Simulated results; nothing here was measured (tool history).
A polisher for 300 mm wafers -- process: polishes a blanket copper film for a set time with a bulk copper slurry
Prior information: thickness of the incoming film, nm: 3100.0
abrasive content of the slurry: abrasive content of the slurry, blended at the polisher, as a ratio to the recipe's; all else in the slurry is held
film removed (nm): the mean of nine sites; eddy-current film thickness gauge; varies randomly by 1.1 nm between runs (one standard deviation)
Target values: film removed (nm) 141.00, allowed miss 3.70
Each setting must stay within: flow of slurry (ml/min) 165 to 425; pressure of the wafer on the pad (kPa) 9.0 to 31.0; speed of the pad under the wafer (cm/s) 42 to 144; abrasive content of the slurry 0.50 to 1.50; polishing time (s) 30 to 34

| run | hour | flow of slurry (ml/min) | pressure of the wafer on the pad (kPa) | speed of the pad under the wafer (cm/s) | abrasive content of the slurry | polishing time (s) | film removed (nm) |
|---|---|---|---|---|---|---|---|
| 1 | 0.0 | 275 | 20.0 | 92 | 1.00 | 34 | 278.32 |
| 2 | 0.9 | 275 | 20.0 | 82 | 1.00 | 34 | 247.35 |
| 3 | 9.0 | 275 | 20.0 | 94 | 1.00 | 34 | 282.91 |
| 4 | 12.3 | 275 | 20.0 | 82 | 1.00 | 34 | 246.22 |
| 5 | 16.8 | 275 | 20.0 | 98 | 1.00 | 34 | 299.65 |
| 6 | 22.4 | 275 | 17.2 | 94 | 1.00 | 34 | 246.59 |
| 7 | 27.4 | 275 | 15.2 | 92 | 1.00 | 34 | 212.42 |
| 8 | 29.3 | 275 | 13.8 | 90 | 1.00 | 34 | 189.61 |
| 9 | 36.4 | 275 | 13.8 | 90 | 1.00 | 34 | 190.38 |
| 10 | 42.4 | 275 | 12.4 | 90 | 1.00 | 34 | 173.80 |
| 11 | 43.7 | 275 | 11.7 | 90 | 1.00 | 34 | 163.45 |
| 12 | 49.7 | 275 | 11.7 | 90 | 1.00 | 34 | 163.85 |
| 13 | 52.6 | 265 | 9.0 | 90 | 1.00 | 34 | 125.74 |
| 14 | 60.9 | 275 | 9.0 | 90 | 1.00 | 34 | 126.44 |
| 15 | 69.7 | 280 | 9.0 | 90 | 1.00 | 34 | 127.81 |
| 16 | 74.3 | 280 | 9.7 | 90 | 1.00 | 34 | 135.20 |
| 17 | 81.1 | 280 | 10.3 | 90 | 1.00 | 34 | 144.81 |

Which single option among these 4 for the next run brings every result within its allowed miss of target? Just one does.
| A | 87.9 | 250 | 9.7 | 94 | 1.30 | 33 | ? |
| B | 87.9 | 230 | 13.8 | 80 | 1.25 | 30 | ? |
| C | 87.9 | 265 | 12.4 | 74 | 0.90 | 33 | ? |
| D | 87.9 | 170 | 10.3 | 108 | 0.85 | 33 | ? |

| move | film removed (nm) |
|---|---|
| A | 140.93 |
| B | 151.14 |
| C | 134.73 |
| D | 151.89 |
A: hits every target within its allowed miss
B: moves away from the targets compared with the last run
C: takes the biggest miss from the last run beyond its target
D: moves away from the targets compared with the last run
Correct choice: A, which meets every target

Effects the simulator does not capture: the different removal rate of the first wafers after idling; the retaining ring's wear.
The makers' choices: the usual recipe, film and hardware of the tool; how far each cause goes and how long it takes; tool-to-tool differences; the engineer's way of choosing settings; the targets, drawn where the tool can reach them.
